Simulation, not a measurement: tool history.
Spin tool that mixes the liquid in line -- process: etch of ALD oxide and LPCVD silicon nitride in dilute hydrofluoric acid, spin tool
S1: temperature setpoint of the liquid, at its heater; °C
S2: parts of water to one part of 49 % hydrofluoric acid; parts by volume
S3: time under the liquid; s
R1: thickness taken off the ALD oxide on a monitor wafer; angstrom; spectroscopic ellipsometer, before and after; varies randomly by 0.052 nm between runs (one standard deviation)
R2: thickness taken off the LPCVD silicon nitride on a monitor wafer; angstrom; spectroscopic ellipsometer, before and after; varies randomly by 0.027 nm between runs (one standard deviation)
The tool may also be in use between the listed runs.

run 1 hour=0.0 | S1=26.0 S2=150 S3=180 | R1=250.90 R2=7.8324
run 2 hour=1.9 | S1=26.0 S2=185 S3=180 | R1=197.20 R2=6.4130
run 3 hour=9.8 | S1=26.0 S2=150 S3=180 | R1=250.23 R2=6.9923
run 4 hour=11.9 | S1=26.0 S2=150 S3=130 | R1=182.49 R2=4.7628
run 5 hour=19.0 | S1=26.0 S2=105 S3=130 | R1=273.81 R2=7.4349
run 6 hour=28.0 | S1=24.0 S2=115 S3=130 | R1=230.46 R2=5.6058
run 7 hour=34.1 | S1=23.0 S2=125 S3=130 | R1=200.17 R2=4.7011
run 8 hour=38.9 | S1=22.5 S2=130 S3=130 | R1=188.59 R2=4.7851
run 9 hour=45.2 | S1=22.0 S2=130 S3=130 | R1=183.39 R2=4.6145

For run 10, what comes out?
run 10 hour=52.0 | S1=20.5 S2=135 S3=130 | R1=? R2=?

Run 10 came out at R1 166.20 angstrom, R2 4.0538 angstrom.
